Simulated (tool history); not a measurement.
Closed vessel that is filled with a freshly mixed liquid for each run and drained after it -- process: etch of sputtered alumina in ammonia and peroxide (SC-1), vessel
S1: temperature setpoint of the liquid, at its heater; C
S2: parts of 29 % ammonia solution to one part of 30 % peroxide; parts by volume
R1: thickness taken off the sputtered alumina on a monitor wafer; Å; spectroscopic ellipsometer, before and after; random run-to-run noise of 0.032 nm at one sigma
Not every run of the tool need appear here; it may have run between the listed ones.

Run 1, hour 0: S1 56 C, S2 0.65 parts by volume, time in the liquid (s) 95. Result: R1 118.53 Å.
Run 2, hour 1.1: S1 56 C, S2 0.5 parts by volume, time in the liquid (s) 95. Result: R1 115.95 Å.
Run 3, hour 9.7: S1 53 C, S2 0.5 parts by volume, time in the liquid (s) 95. Result: R1 98.262 Å.
Run 4, hour 14.1: S1 51 C, S2 0.5 parts by volume, time in the liquid (s) 95. Result: R1 89.118 Å.
Run 5, hour 22.6: S1 51 C, S2 0.35 parts by volume, time in the liquid (s) 95. Result: R1 85.322 Å.
Run 6, hour 26.3: S1 50 C, S2 0.35 parts by volume, time in the liquid (s) 95. Result: R1 82.036 Å.
Run 7, hour 29.7: S1 49 C, S2 0.35 parts by volume, time in the liquid (s) 95. Result: R1 76.509 Å.
Run 8, hour 32.2: S1 48.5 C, S2 0.35 parts by volume, time in the liquid (s) 95. Result: R1 74.706 Å.

Estimate the outcome of run 9 from the log above:
Run 9, hour 40.6: S1 48 C, S2 0.35 parts by volume, time in the liquid (s) 95. Result: R1 ?.

Logged for run 9: R1 72.865 Å.

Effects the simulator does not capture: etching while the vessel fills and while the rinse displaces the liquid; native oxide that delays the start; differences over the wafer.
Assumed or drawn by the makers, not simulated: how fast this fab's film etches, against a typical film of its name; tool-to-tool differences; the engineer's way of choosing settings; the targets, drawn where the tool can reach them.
